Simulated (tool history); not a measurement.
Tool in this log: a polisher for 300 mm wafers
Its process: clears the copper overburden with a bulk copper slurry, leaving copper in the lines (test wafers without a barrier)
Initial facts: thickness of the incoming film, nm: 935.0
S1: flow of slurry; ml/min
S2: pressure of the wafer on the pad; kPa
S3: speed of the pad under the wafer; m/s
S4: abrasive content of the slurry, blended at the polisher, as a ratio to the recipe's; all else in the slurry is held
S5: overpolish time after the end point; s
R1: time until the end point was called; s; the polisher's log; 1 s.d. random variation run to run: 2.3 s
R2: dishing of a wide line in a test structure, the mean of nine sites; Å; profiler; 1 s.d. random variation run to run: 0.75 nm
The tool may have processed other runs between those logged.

run 1 day=0 | S1=245 S2=15.2 S3=0.96 S4=1 S5=19 | R1=135.03 R2=634.59
run 2 day=0.108 | S1=245 S2=15.2 S3=0.96 S4=1 S5=26 | R1=136.39 R2=753.22
run 3 day=0.279 | S1=245 S2=14.5 S3=0.96 S4=1 S5=24 | R1=143.23 R2=700.76
run 4 day=0.6 | S1=245 S2=14.5 S3=0.82 S4=1 S5=24 | R1=158.82 R2=633.73
run 5 day=0.821 | S1=245 S2=14.5 S3=0.72 S4=1 S5=24 | R1=187.36 R2=588.75
run 6 day=1.021 | S1=245 S2=14.5 S3=0.6 S4=1 S5=24 | R1=218.14 R2=523.96
run 7 day=1.262 | S1=245 S2=15.9 S3=0.6 S4=1 S5=23 | R1=206.32 R2=563.43

Predict the results of run 8:
run 8 day=1.425 | S1=245 S2=16.5 S3=0.62 S4=1 S5=21 | R1=? R2=?

R1: 188 s
R2: 550.34 Å
